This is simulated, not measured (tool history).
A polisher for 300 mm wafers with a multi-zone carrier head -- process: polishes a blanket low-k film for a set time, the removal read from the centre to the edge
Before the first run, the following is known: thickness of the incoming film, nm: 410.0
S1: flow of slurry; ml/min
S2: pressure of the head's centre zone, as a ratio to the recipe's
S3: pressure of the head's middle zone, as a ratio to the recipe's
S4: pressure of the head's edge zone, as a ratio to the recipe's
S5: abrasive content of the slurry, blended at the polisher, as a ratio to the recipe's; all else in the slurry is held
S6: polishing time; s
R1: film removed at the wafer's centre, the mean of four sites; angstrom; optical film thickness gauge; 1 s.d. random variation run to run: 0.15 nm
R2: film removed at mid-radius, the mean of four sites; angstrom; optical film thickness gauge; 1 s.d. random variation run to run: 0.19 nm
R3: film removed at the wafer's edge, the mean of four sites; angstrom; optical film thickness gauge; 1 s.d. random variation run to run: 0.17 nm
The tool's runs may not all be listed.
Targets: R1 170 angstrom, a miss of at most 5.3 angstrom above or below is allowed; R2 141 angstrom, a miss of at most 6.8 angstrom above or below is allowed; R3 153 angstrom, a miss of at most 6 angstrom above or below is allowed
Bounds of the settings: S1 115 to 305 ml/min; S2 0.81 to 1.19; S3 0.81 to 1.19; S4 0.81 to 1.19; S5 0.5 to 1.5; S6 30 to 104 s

run	hour	S1	S2	S3	S4	S5	S6	R1	R2	R3
1	0	195	1	1	1	1	67	241.91	263.16	270.2
2	5.6	195	0.95	1	1	1	67	228.19	256.25	270.09
3	14.2	195	0.95	1	1	1	82	282.46	329.8	324.13
4	16	195	0.95	1	0.92	1	82	279.33	328.29	315.35
5	16.9	195	0.95	1	0.92	0.9	82	266.64	311.1	306.62
6	21.7	220	1.03	1	0.89	0.8	68	238.5	250.4	245.5
7	28.1	210	1.13	0.9	0.81	0.55	50	169.86	148.57	154.09
8	35.7	210	1.13	0.89	0.81	0.55	50	170.65	147.16	153.48

Which single option among these 5 for the next run brings every result within its allowed miss of target? Just one does.
A	43.3	180	1.18	0.96	0.81	0.5	51	?	?	?
B	43.3	290	1.14	1.02	0.81	0.75	43	?	?	?
C	43.3	220	1.1	0.97	0.85	0.55	49	?	?	?
D	43.3	250	1.14	0.97	0.81	0.5	50	?	?	?
E	43.3	230	1.15	0.85	0.84	0.6	47	?	?	?

move	R1	R2	R3
A	169.72	153.7	147.48
B	170.02	166.46	149.13
C	162.55	158.69	151.75
D	169.82	159.69	149.97
E	168.66	141.16	150.16
A: misses by more than the last run did
B: misses by more than the last run did
C: misses by more than the last run did
D: misses by more than the last run did
E: all results land within tolerance of their targets
Go with E: it meets all targets.

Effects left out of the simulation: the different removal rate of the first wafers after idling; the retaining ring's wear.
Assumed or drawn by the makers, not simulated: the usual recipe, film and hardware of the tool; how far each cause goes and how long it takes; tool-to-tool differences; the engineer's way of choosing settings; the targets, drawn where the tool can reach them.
